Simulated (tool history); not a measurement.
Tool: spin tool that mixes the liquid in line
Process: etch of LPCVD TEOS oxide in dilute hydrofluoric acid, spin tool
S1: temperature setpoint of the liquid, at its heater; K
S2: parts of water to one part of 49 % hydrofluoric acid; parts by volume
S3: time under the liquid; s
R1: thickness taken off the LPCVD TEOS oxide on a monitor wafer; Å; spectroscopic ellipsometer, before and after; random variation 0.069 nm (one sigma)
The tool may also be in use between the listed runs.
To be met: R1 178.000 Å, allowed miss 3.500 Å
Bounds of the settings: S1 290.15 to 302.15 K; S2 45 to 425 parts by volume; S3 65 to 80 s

{"run": 1, "hour": 0.0, "S1": 294.15, "S2": 235, "S3": 80, "R1": 58.435}
{"run": 2, "hour": 7.9, "S1": 295.65, "S2": 205, "S3": 80, "R1": 73.316}
{"run": 3, "hour": 16.2, "S1": 296.65, "S2": 185, "S3": 80, "R1": 86.556}
{"run": 4, "hour": 23.1, "S1": 293.15, "S2": 185, "S3": 80, "R1": 74.934}
{"run": 5, "hour": 26.7, "S1": 294.65, "S2": 170, "S3": 80, "R1": 87.935}
{"run": 6, "hour": 28.6, "S1": 294.65, "S2": 170, "S3": 80, "R1": 88.314}
{"run": 7, "hour": 34.2, "S1": 296.15, "S2": 155, "S3": 80, "R1": 103.82}
{"run": 8, "hour": 36.7, "S1": 297.15, "S2": 145, "S3": 80, "R1": 116.73}
{"hour": 45.5, "done": "thermometer replaced"}
{"run": 9, "hour": 45.5, "S1": 298.15, "S2": 140, "S3": 80, "R1": 136.71}
{"run": 10, "hour": 51.4, "S1": 298.15, "S2": 140, "S3": 80, "R1": 137.22}
{"run": 11, "hour": 57.4, "S1": 298.15, "S2": 140, "S3": 80, "R1": 137.25}
{"run": 12, "hour": 65.3, "S1": 298.65, "S2": 140, "S3": 80, "R1": 140.37}
{"run": 13, "hour": 67.6, "S1": 299.15, "S2": 140, "S3": 80, "R1": 142.97}
{"run": 14, "hour": 68.2, "S1": 299.65, "S2": 140, "S3": 80, "R1": 144.76}
{"run": 15, "hour": 71.5, "S1": 300.15, "S2": 140, "S3": 80, "R1": 148.01}
{"run": 16, "hour": 76.4, "S1": 300.65, "S2": 140, "S3": 80, "R1": 150.53}
{"run": 17, "hour": 78.8, "S1": 301.15, "S2": 135, "S3": 80, "R1": 160.9}

4 next moves are on the table. One of them brings every result within its allowed miss. Which?
{"run": "A", "hour": 81.2, "S1": 300.15, "S2": 125, "S3": 80, "R1": "?"}
{"run": "B", "hour": 81.2, "S1": 302.15, "S2": 120, "S3": 80, "R1": "?"}
{"run": "C", "hour": 81.2, "S1": 299.15, "S2": 115, "S3": 80, "R1": "?"}
{"run": "D", "hour": 81.2, "S1": 302.15, "S2": 110, "S3": 65, "R1": "?"}

move=A R1=169.900
move=B R1=192.010
move=C R1=180.030
move=D R1=172.500
A: nearer than the last run, and not there yet
B: takes the result that was furthest off past its target
C: meets every target
D: nearer than the last run, and not there yet
Answer: C
